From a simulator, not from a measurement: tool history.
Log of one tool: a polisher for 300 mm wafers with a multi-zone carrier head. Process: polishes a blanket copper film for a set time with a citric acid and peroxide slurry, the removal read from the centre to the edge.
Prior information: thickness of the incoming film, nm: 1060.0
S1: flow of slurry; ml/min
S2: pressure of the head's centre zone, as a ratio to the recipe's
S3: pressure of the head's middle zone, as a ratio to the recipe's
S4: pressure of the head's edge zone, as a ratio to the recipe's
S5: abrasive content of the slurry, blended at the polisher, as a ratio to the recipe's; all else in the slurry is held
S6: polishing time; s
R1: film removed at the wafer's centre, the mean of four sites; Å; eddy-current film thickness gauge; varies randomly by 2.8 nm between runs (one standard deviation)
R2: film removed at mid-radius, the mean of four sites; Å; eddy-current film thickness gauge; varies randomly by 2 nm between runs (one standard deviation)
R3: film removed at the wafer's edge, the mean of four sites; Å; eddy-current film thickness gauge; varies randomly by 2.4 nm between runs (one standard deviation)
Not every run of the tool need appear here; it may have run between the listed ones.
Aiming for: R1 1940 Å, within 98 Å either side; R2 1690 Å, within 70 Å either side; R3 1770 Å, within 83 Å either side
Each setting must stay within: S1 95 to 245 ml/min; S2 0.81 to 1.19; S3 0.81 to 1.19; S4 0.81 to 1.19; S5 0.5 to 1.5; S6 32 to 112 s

run,hour,S1,S2,S3,S4,S5,S6,R1,R2,R3
1,0,155,1,1,1,1,72,1485.7,1490.2,1557.6
2,1.5,165,1.03,1,1.01,1.05,72,1587.5,1545,1528.1
3,4.3,165,1.03,1.06,1.01,1.05,72,1535.4,1613.7,1605.2
4,10.9,195,1.03,1.06,1.01,1.05,72,1599.2,1664.6,1580.5
5,17.8,185,1.05,1.04,1.03,1.1,73,1646.3,1673.8,1668.7
6,19.2,185,1.05,1.04,0.99,1.1,73,1674.6,1703.9,1642
7,27.2,185,1.05,1.04,0.99,1.1,73,1645.9,1675.4,1637.1
8,30.5,185,1.07,1.02,1,1.15,73,1684.1,1670.2,1677.8
9,31.2,190,1.09,1.01,1,1.15,73,1728.1,1685.4,1664.3
10,39.2,190,1.11,0.99,1.01,1.2,73,1796.9,1646.1,1704.5
11,42.4,195,1.12,0.99,1.01,1.2,73,1850.7,1667.3,1657.4
12,44.3,195,1.12,0.99,1.02,1.25,73,1800.1,1702.7,1701.5

Pick the move, out of 5, that brings all results within their allowed miss; only one does.
A,46.2,130,1.19,1,1.05,1.25,79,?,?,?
B,46.2,170,1.14,0.85,1,1.2,79,?,?,?
C,46.2,245,1.17,0.84,0.97,1.2,82,?,?,?
D,46.2,220,1.11,1.03,1.06,1.3,69,?,?,?
E,46.2,180,1.19,0.88,1.08,1.05,87,?,?,?

move,R1,R2,R3
A,1926.3,1698.9,1779.3
B,1953.3,1552.2,1792.3
C,2201.5,1684.2,1909
D,1784.5,1693.1,1691.6
E,2176.6,1712.7,1990.7
A: hits every target within its allowed miss
B: meets the target for the result that was furthest off, but another lies outside its allowed miss
C: pushes the last run's worst result past its target
D: the biggest miss grows against the last run
E: pushes the last run's worst result past its target
The right move is A.

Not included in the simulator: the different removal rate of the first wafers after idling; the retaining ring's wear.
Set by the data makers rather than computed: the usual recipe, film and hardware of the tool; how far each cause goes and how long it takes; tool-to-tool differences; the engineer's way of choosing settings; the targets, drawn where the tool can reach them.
